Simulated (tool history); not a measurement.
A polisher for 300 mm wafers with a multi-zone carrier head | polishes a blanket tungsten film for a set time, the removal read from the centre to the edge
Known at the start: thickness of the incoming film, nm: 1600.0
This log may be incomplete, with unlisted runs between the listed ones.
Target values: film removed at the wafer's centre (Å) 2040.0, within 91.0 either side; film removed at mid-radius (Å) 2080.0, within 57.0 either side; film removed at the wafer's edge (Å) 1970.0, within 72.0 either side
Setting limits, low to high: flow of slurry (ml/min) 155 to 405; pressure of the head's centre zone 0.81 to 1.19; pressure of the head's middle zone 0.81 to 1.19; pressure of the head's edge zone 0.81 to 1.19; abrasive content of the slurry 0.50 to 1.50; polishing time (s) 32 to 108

run	hour	flow of slurry (ml/min)	pressure of the head's centre zone	pressure of the head's middle zone	pressure of the head's edge zone	abrasive content of the slurry	polishing time (s)	film removed at the wafer's centre (Å)	film removed at mid-radius (Å)	film removed at the wafer's edge (Å)
1	0.0	260	1.00	1.00	1.00	1.00	70	3517.5	3534.5	3540.2
2	6.1	260	1.00	1.08	1.00	1.00	70	3516.1	3735.8	3477.8
3	8.9	290	1.00	1.08	1.00	1.00	70	3525.9	3783.1	3539.3
4	17.3	280	0.99	1.07	0.98	0.95	66	3287.3	3516.7	3222.0
5	22.1	280	1.04	1.07	0.98	0.95	66	3372.4	3485.2	3221.6
6	28.0	275	1.03	1.05	0.97	0.90	63	3228.2	3244.3	3126.3
7	28.5	275	1.02	1.05	0.96	0.85	59	2999.2	3063.8	2790.1
8	37.2	270	1.00	1.03	0.96	0.80	57	2812.0	2846.1	2701.9
9	43.1	285	0.96	1.02	0.86	0.55	39	1797.1	1881.7	1684.2

Next run, 5 choices. One meets every target within its allowed miss, the rest don't. Which?
A	49.0	325	1.09	0.83	0.84	0.70	41	?	?	?
B	49.0	310	1.08	0.95	0.84	0.50	44	?	?	?
C	49.0	280	0.90	1.01	0.94	0.65	35	?	?	?
D	49.0	255	1.13	1.01	0.82	0.65	35	?	?	?
E	49.0	340	0.97	0.98	0.90	0.50	44	?	?	?

move	film removed at the wafer's centre (Å)	film removed at mid-radius (Å)	film removed at the wafer's edge (Å)
A	2184.0	1722.8	1834.7
B	2233.9	1975.1	1889.9
C	1546.9	1682.7	1614.6
D	1863.5	1666.2	1507.3
E	2053.6	2041.3	1960.4
A: misses by more than the last run did
B: nearer than the last run, and not there yet
C: misses by more than the last run did
D: misses by more than the last run did
E: in spec on every target
E meets every target.
